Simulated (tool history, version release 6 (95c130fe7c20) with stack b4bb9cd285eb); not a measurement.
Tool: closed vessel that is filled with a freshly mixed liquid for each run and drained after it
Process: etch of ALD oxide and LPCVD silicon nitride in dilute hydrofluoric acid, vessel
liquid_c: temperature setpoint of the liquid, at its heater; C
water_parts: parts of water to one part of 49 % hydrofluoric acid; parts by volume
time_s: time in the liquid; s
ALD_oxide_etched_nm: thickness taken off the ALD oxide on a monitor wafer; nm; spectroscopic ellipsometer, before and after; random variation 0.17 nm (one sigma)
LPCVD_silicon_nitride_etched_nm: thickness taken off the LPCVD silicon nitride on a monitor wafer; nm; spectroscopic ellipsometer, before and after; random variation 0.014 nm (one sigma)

run  hour  liquid_c  water_parts  time_s  ALD_oxide_etched_nm  LPCVD_silicon_nitride_etched_nm
  1     0        25          285     545               39.232                           1.0466
  2   5.1      24.5          315     550               33.967                          0.98508
  3   7.9        23          330     540               29.871                          0.81156
  4  13.5      22.5          350     545               27.134                          0.74714
  5  19.2      22.5          350     430               21.482                          0.59291
  6  28.1      22.5          360     435               21.007                          0.60413
  7  32.5        22          370     440               20.414                          0.57613
  8  37.8        22          380     445               19.654                          0.56031
  9  45.5        22          385     450               19.816                          0.56341

Forecast run 10:
 10  51.2        22          395     455                    ?                                ?

ALD_oxide_etched_nm: 19.265 nm
LPCVD_silicon_nitride_etched_nm: 0.55795 nm

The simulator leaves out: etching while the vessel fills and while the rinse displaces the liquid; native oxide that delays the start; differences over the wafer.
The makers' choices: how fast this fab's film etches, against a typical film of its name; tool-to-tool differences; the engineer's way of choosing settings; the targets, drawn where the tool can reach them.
